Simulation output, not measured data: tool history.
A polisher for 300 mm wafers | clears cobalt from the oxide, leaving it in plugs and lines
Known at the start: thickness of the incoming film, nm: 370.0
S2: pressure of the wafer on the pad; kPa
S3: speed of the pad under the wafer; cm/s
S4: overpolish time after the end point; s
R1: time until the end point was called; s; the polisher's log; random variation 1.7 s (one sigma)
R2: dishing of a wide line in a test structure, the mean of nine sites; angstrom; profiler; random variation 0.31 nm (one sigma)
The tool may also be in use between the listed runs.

{"run": 1, "hour": 0.0, "flow of slurry (ml/min)": 255, "S2": 8.3, "S3": 128, "S4": 26, "R1": 104.17, "R2": 470.86}
{"run": 2, "hour": 3.7, "flow of slurry (ml/min)": 255, "S2": 8.3, "S3": 154, "S4": 26, "R1": 88.437, "R2": 493.45}
{"run": 3, "hour": 10.5, "flow of slurry (ml/min)": 220, "S2": 6.9, "S3": 146, "S4": 20, "R1": 104.78, "R2": 417.67}
{"run": 4, "hour": 15.5, "flow of slurry (ml/min)": 195, "S2": 6.9, "S3": 146, "S4": 20, "R1": 107.08, "R2": 420.46}
{"run": 5, "hour": 18.9, "flow of slurry (ml/min)": 195, "S2": 6.9, "S3": 116, "S4": 20, "R1": 134.31, "R2": 370.0}
{"run": 6, "hour": 27.3, "flow of slurry (ml/min)": 195, "S2": 6.9, "S3": 116, "S4": 27, "R1": 133.15, "R2": 434.32}
{"run": 7, "hour": 31.9, "flow of slurry (ml/min)": 265, "S2": 6.9, "S3": 100, "S4": 21, "R1": 149.39, "R2": 353.19}
{"run": 8, "hour": 32.6, "flow of slurry (ml/min)": 310, "S2": 6.2, "S3": 98, "S4": 17, "R1": 160.95, "R2": 289.96}
{"run": 9, "hour": 39.8, "flow of slurry (ml/min)": 340, "S2": 5.5, "S3": 102, "S4": 14, "R1": 164.51, "R2": 254.06}
{"run": 10, "hour": 48.3, "flow of slurry (ml/min)": 400, "S2": 4.8, "S3": 106, "S4": 8, "R1": 168.01, "R2": 158.04}
{"run": 11, "hour": 49.1, "flow of slurry (ml/min)": 375, "S2": 4.8, "S3": 106, "S4": 8, "R1": 170.77, "R2": 154.99}
{"run": 12, "hour": 50.4, "flow of slurry (ml/min)": 375, "S2": 4.8, "S3": 106, "S4": 21, "R1": 168.96, "R2": 327.55}
{"run": 13, "hour": 57.7, "flow of slurry (ml/min)": 380, "S2": 4.8, "S3": 108, "S4": 18, "R1": 168.84, "R2": 302.43}
{"run": 14, "hour": 61.2, "flow of slurry (ml/min)": 380, "S2": 4.8, "S3": 106, "S4": 16, "R1": 169.13, "R2": 274.05}
{"run": 15, "hour": 63.4, "flow of slurry (ml/min)": 380, "S2": 4.8, "S3": 106, "S4": 14, "R1": 169.78, "R2": 251.62}

The next listed run, before its measurement:
{"run": 16, "hour": 65.1, "flow of slurry (ml/min)": 380, "S2": 4.8, "S3": 104, "S4": 13, "R1": "?", "R2": "?"}

{"run 16": {"R1": 173.26, "R2": 233.2}}
